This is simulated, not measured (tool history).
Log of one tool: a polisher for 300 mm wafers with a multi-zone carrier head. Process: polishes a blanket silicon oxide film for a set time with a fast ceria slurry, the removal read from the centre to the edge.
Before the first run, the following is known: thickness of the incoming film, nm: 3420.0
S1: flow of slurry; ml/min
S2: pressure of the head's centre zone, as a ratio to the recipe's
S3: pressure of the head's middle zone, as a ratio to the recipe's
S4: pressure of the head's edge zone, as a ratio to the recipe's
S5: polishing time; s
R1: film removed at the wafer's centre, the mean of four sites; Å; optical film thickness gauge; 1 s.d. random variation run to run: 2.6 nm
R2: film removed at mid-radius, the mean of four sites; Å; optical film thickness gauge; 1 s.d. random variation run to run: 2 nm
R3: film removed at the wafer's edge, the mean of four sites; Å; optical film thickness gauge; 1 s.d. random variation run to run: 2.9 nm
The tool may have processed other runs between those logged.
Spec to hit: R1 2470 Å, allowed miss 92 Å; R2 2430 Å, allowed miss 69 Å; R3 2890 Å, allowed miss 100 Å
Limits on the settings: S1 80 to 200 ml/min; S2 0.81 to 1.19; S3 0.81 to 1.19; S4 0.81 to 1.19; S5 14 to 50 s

run 1 hour=0 | S1=130 S2=1 S3=1 S4=1 S5=32 | R1=4643.2 R2=4791.2 R3=4729.8
run 2 hour=7.8 | S1=130 S2=1 S3=0.96 S4=1 S5=32 | R1=4667.4 R2=4687.9 R3=4808.4
run 3 hour=16.5 | S1=120 S2=0.98 S3=0.93 S4=1 S5=28 | R1=3910.1 R2=3952.8 R3=4178.2
run 4 hour=20.9 | S1=110 S2=0.97 S3=0.9 S4=1 S5=25 | R1=3450 R2=3405.7 R3=3635.4
run 5 hour=27.7 | S1=110 S2=0.97 S3=0.9 S4=0.95 S5=25 | R1=3372.2 R2=3410.2 R3=3572.5
run 6 hour=31.5 | S1=110 S2=0.97 S3=0.9 S4=0.87 S5=25 | R1=3396.3 R2=3422.2 R3=3402.5
run 7 hour=38.4 | S1=105 S2=0.96 S3=0.88 S4=0.91 S5=23 | R1=3060.1 R2=3083.4 R3=3180.4
run 8 hour=46.4 | S1=100 S2=0.95 S3=0.86 S4=0.94 S5=22 | R1=2839.3 R2=2875.1 R3=3106.5
run 9 hour=47 | S1=95 S2=0.95 S3=0.85 S4=0.96 S5=21 | R1=2723.7 R2=2668.2 R3=2979.1
run 10 hour=53.7 | S1=90 S2=0.94 S3=0.84 S4=0.96 S5=21 | R1=2686.4 R2=2616.6 R3=2959.5
run 11 hour=62.6 | S1=90 S2=0.93 S3=0.83 S4=0.96 S5=21 | R1=2650.6 R2=2625.7 R3=2968.4
run 12 hour=64.5 | S1=90 S2=0.93 S3=0.83 S4=0.97 S5=21 | R1=2591.2 R2=2580.3 R3=2936.5
-- hour=69.2 slurry nozzle cleaned
run 13 hour=69.2 | S1=90 S2=0.93 S3=0.83 S4=0.98 S5=21 | R1=2839.2 R2=2858.1 R3=3155.1
run 14 hour=77.4 | S1=90 S2=0.93 S3=0.83 S4=0.99 S5=20 | R1=2727 R2=2724.1 R3=3014.6
run 15 hour=82 | S1=90 S2=0.93 S3=0.83 S4=0.99 S5=20 | R1=2767 R2=2709.2 R3=2996.7
run 16 hour=85.1 | S1=90 S2=0.93 S3=0.83 S4=0.96 S5=21 | R1=2900.2 R2=2836 R3=3133.3
run 17 hour=87.8 | S1=90 S2=0.95 S3=0.85 S4=1 S5=21 | R1=2921.7 R2=2891.4 R3=3198.1
run 18 hour=89.8 | S1=90 S2=0.94 S3=0.84 S4=1 S5=20 | R1=2741.8 R2=2714 R3=3046
run 19 hour=96.5 | S1=90 S2=0.94 S3=0.83 S4=1.02 S5=19 | R1=2637.2 R2=2576.7 R3=2897.5
run 20 hour=97.4 | S1=80 S2=0.91 S3=0.81 S4=1.12 S5=19 | R1=2481.9 R2=2478.6 R3=2948.3
run 21 hour=100.9 | S1=80 S2=0.92 S3=0.81 S4=1.12 S5=19 | R1=2478.5 R2=2440.2 R3=2985.5
run 22 hour=101.9 | S1=80 S2=0.92 S3=0.81 S4=1.11 S5=19 | R1=2520.6 R2=2473.4 R3=3004.1

Exercise: of the 5 proposed moves below, exactly one satisfies all targets within the stated allowed misses. Which move is it?
run A hour=102.9 | S1=115 S2=0.95 S3=0.85 S4=1.04 S5=17 | R1=? R2=? R3=?
run B hour=102.9 | S1=80 S2=0.9 S3=0.81 S4=1.15 S5=19 | R1=? R2=? R3=?
run C hour=102.9 | S1=95 S2=0.91 S3=0.81 S4=1.1 S5=18 | R1=? R2=? R3=?
run D hour=102.9 | S1=80 S2=0.83 S3=0.81 S4=1.17 S5=19 | R1=? R2=? R3=?
run E hour=102.9 | S1=90 S2=1.03 S3=0.81 S4=1.07 S5=18 | R1=? R2=? R3=?

move=A R1=2471.5 R2=2435.8 R3=2681.1
move=B R1=2462.7 R2=2503.3 R3=3042.6
move=C R1=2428 R2=2431.4 R3=2865.9
move=D R1=2269.6 R2=2504.2 R3=3070
move=E R1=2726.2 R2=2411 R3=2811.3
A: carries the result that was furthest off beyond its target, to the other side
B: the biggest miss grows against the last run
C: hits every target within its allowed miss
D: the biggest miss grows against the last run
E: brings the last run's worst result on target, with another outside its allowed miss
C is the move that brings every result within its allowed miss.

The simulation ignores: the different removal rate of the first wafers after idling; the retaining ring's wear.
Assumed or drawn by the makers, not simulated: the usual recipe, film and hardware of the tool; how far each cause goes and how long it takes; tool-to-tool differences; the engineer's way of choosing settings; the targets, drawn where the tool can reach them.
